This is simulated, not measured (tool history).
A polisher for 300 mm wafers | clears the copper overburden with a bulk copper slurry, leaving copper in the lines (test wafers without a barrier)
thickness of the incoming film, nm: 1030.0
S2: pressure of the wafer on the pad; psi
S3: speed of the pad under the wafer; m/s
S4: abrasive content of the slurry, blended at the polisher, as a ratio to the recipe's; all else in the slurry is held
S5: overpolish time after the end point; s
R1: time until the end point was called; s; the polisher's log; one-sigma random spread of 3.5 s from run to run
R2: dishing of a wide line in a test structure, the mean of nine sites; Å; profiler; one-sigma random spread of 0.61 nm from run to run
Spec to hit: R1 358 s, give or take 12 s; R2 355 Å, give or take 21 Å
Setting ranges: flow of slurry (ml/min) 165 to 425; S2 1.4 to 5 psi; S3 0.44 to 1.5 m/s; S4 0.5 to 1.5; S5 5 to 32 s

{"run": 1, "hour": 0.0, "flow of slurry (ml/min)": 275, "S2": 3.2, "S3": 0.96, "S4": 1, "S5": 16, "R1": 119.74, "R2": 567.82}
{"run": 2, "hour": 7.8, "flow of slurry (ml/min)": 275, "S2": 2.5, "S3": 0.96, "S4": 1, "S5": 16, "R1": 149.43, "R2": 515.29}
{"run": 3, "hour": 12.2, "flow of slurry (ml/min)": 275, "S2": 2.3, "S3": 0.86, "S4": 1, "S5": 16, "R1": 178.46, "R2": 452.91}
{"run": 4, "hour": 13.9, "flow of slurry (ml/min)": 340, "S2": 2.3, "S3": 0.86, "S4": 1, "S5": 16, "R1": 180.99, "R2": 467.27}
{"run": 5, "hour": 22.1, "flow of slurry (ml/min)": 340, "S2": 2.3, "S3": 0.86, "S4": 1, "S5": 10, "R1": 178.45, "R2": 326.74}
{"run": 6, "hour": 26.2, "flow of slurry (ml/min)": 340, "S2": 2.3, "S3": 1.02, "S4": 1, "S5": 10, "R1": 149.98, "R2": 364.99}
{"run": 7, "hour": 28.7, "flow of slurry (ml/min)": 340, "S2": 2.1, "S3": 0.92, "S4": 1, "S5": 12, "R1": 179.65, "R2": 373.28}
{"run": 8, "hour": 34.4, "flow of slurry (ml/min)": 340, "S2": 2, "S3": 0.84, "S4": 1, "S5": 13, "R1": 205.84, "R2": 374.65}
{"run": 9, "hour": 38.2, "flow of slurry (ml/min)": 340, "S2": 1.9, "S3": 0.78, "S4": 1, "S5": 14, "R1": 233.64, "R2": 340.25}
{"run": 10, "hour": 45.9, "flow of slurry (ml/min)": 340, "S2": 1.8, "S3": 0.74, "S4": 1, "S5": 15, "R1": 259.43, "R2": 337.67}
{"run": 11, "hour": 50.6, "flow of slurry (ml/min)": 340, "S2": 1.8, "S3": 0.74, "S4": 1, "S5": 15, "R1": 256.81, "R2": 349.2}
{"run": 12, "hour": 53.1, "flow of slurry (ml/min)": 340, "S2": 1.7, "S3": 0.72, "S4": 1, "S5": 16, "R1": 280.74, "R2": 341.28}
{"run": 13, "hour": 61.5, "flow of slurry (ml/min)": 340, "S2": 1.6, "S3": 0.7, "S4": 1, "S5": 17, "R1": 303.55, "R2": 318.15}
{"run": 14, "hour": 70.3, "flow of slurry (ml/min)": 340, "S2": 1.6, "S3": 0.7, "S4": 1, "S5": 18, "R1": 300.35, "R2": 338.26}
{"run": 15, "hour": 76.5, "flow of slurry (ml/min)": 340, "S2": 1.6, "S3": 0.68, "S4": 1, "S5": 19, "R1": 306.74, "R2": 350.53}
{"run": 16, "hour": 85.4, "flow of slurry (ml/min)": 340, "S2": 1.6, "S3": 0.68, "S4": 1, "S5": 20, "R1": 307.73, "R2": 363.53}
{"run": 17, "hour": 91.8, "flow of slurry (ml/min)": 340, "S2": 1.6, "S3": 0.68, "S4": 1, "S5": 20, "R1": 307.9, "R2": 357.28}
{"run": 18, "hour": 94.8, "flow of slurry (ml/min)": 340, "S2": 1.6, "S3": 0.68, "S4": 1, "S5": 21, "R1": 316.1, "R2": 356.59}
{"run": 19, "hour": 100.3, "flow of slurry (ml/min)": 340, "S2": 1.6, "S3": 0.68, "S4": 1, "S5": 22, "R1": 305.01, "R2": 380.91}
{"run": 20, "hour": 107.8, "flow of slurry (ml/min)": 340, "S2": 1.6, "S3": 0.66, "S4": 1, "S5": 22, "R1": 315, "R2": 370.77}

Which one of the following 4 next-run settings gets every result inside its allowed miss? There is exactly one.
{"run": "A", "hour": 115.3, "flow of slurry (ml/min)": 395, "S2": 1.6, "S3": 0.56, "S4": 1.15, "S5": 22, "R1": "?", "R2": "?"}
{"run": "B", "hour": 115.3, "flow of slurry (ml/min)": 360, "S2": 1.5, "S3": 0.68, "S4": 0.95, "S5": 21, "R1": "?", "R2": "?"}
{"run": "C", "hour": 115.3, "flow of slurry (ml/min)": 255, "S2": 1.5, "S3": 0.62, "S4": 0.85, "S5": 20, "R1": "?", "R2": "?"}
{"run": "D", "hour": 115.3, "flow of slurry (ml/min)": 195, "S2": 2.1, "S3": 0.5, "S4": 0.95, "S5": 23, "R1": "?", "R2": "?"}

move=A R1=364.14 R2=348.31
move=B R1=333.92 R2=356.74
move=C R1=380.02 R2=313.86
move=D R1=342.3 R2=381.8
A: every result lands within tolerance
B: closer than the last run, but not yet in spec
C: carries the result that was furthest off beyond its target, to the other side
D: closer than the last run, but not yet in spec
A is the move that brings every result within its allowed miss.
